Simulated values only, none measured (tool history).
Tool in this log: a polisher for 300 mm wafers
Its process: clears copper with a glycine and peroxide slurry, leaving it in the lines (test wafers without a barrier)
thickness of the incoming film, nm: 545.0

run,day,flow of slurry (ml/min),pressure of the wafer on the pad (psi),speed of the pad under the wafer (m/s),overpolish time after the end point (s),time until the end point was called (s),dishing of a wide line in a test structure (angstrom)
1,0.000,215,3.2,1.12,11,80.734,500.22
2,0.079,240,3.2,1.12,11,77.527,499.24
3,0.142,240,3.2,1.26,11,71.485,538.76
4,0.229,195,3.2,1.26,11,72.871,508.96
5,0.292,195,3.2,1.48,11,65.933,572.25
6,0.433,215,3.2,1.48,11,64.579,567.09
7,0.771,215,3.2,1.52,9,64.271,513.65
8,0.950,190,3.3,1.54,7,62.444,414.80
9,1.212,190,3.4,1.54,6,61.761,380.97
10,1.562,195,3.7,1.54,3,56.507,211.71

Run 11, settings as shown, results not yet in. Your forecast:
11,1.900,195,3.6,1.60,3,?,?

Run 11 came out at time until the end point was called (s) 55.654, dishing of a wide line in a test structure (angstrom) 213.16.

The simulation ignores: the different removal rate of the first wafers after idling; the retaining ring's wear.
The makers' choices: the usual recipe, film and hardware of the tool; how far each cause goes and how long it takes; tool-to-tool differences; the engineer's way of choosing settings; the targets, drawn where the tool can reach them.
